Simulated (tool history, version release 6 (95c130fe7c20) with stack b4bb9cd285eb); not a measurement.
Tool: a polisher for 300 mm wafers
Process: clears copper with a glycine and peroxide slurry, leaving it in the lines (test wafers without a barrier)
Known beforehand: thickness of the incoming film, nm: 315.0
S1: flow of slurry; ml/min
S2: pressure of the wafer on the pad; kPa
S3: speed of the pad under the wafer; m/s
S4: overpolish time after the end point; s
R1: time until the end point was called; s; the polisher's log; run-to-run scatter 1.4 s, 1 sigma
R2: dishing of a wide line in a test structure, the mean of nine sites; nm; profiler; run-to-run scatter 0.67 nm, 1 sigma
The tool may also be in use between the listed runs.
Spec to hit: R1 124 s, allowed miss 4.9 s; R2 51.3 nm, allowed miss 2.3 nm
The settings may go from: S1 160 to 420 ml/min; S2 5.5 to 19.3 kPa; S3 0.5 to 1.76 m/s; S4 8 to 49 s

run  hour   S1    S2    S3  S4      R1      R2
  1     0  270  12.4  1.12  25  84.972  44.762
  2   3.7  270  12.4   1.3  25  77.457   46.53
  3  12.1  270  10.3  1.26  30  85.613  47.185
  4  15.1  265     9  1.18  35  96.778  47.344
  5  16.3  265   6.2  1.18  35  112.38  45.039
  6  17.5  265   6.2  1.14  38  114.73  46.992
  7  24.5  265   6.2  1.12  40  117.56  47.356
  8    31  265   6.2  1.12  42  118.17  49.833
  9    35  265   6.2  1.12  43  116.32  48.967

Consider the 4 candidate settings below. Which is the only one whose results all fall within their allowed miss of target?
  A    39  275  6.9  1.18  38   ?   ?
  B    39  210  8.3   1.1  35   ?   ?
  C    39  265  6.2  0.94  41   ?   ?
  D    39  390  5.5  1.08  49   ?   ?

move      R1      R2
   A  108.46  49.328
   B  109.07  47.532
   C  132.36  47.603
   D  121.67  53.355
A: moves away from the targets compared with the last run
B: moves away from the targets compared with the last run
C: carries the result that was furthest off beyond its target, to the other side
D: meets every target
D meets every target.
